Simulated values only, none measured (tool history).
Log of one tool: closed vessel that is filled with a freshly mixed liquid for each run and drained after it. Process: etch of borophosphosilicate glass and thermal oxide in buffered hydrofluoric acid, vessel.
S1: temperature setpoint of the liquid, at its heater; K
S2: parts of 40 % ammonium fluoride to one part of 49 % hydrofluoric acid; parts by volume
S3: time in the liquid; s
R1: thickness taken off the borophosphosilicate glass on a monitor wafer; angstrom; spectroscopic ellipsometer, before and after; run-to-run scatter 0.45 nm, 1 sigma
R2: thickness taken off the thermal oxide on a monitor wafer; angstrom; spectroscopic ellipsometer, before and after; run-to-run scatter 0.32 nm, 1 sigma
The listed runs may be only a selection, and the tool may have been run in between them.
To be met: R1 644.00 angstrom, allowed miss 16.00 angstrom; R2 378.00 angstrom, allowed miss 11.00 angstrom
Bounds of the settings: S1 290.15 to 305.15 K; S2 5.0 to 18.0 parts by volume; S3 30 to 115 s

run 1 day=0.000 | S1=297.15 S2=11.0 S3=60 | R1=1140.40 R2=675.24
run 2 day=0.196 | S1=297.15 S2=13.0 S3=60 | R1=985.87 R2=575.14
run 3 day=0.354 | S1=296.65 S2=13.0 S3=60 | R1=949.69 R2=557.25
run 4 day=0.542 | S1=296.65 S2=12.0 S3=60 | R1=1028.60 R2=612.41
run 5 day=0.792 | S1=296.65 S2=12.0 S3=45 | R1=775.37 R2=456.18
run 6 day=1.158 | S1=296.15 S2=12.0 S3=45 | R1=754.61 R2=441.72
run 7 day=1.479 | S1=295.65 S2=12.0 S3=45 | R1=736.88 R2=431.29
run 8 day=1.804 | S1=295.15 S2=12.0 S3=45 | R1=718.04 R2=413.78
run 9 day=2.108 | S1=294.65 S2=12.5 S3=45 | R1=662.31 R2=392.14

Next run, 5 choices. One meets every target within its allowed miss, the rest don't. Which?
run A day=2.412 | S1=296.15 S2=10.0 S3=30 | R1=? R2=?
run B day=2.412 | S1=292.15 S2=13.5 S3=50 | R1=? R2=?
run C day=2.412 | S1=294.15 S2=14.5 S3=55 | R1=? R2=?
run D day=2.412 | S1=293.65 S2=13.5 S3=50 | R1=? R2=?
run E day=2.412 | S1=295.65 S2=13.0 S3=40 | R1=? R2=?

move=A R1=603.34 R2=347.99
move=B R1=600.71 R2=346.27
move=C R1=687.90 R2=397.20
move=D R1=652.83 R2=376.69
move=E R1=604.92 R2=349.41
A: moves the result that the last run missed by most past its target, out the other side
B: moves the result that the last run missed by most past its target, out the other side
C: moves away from the targets compared with the last run
D: each result inside its tolerance
E: moves the result that the last run missed by most past its target, out the other side
D meets every target.
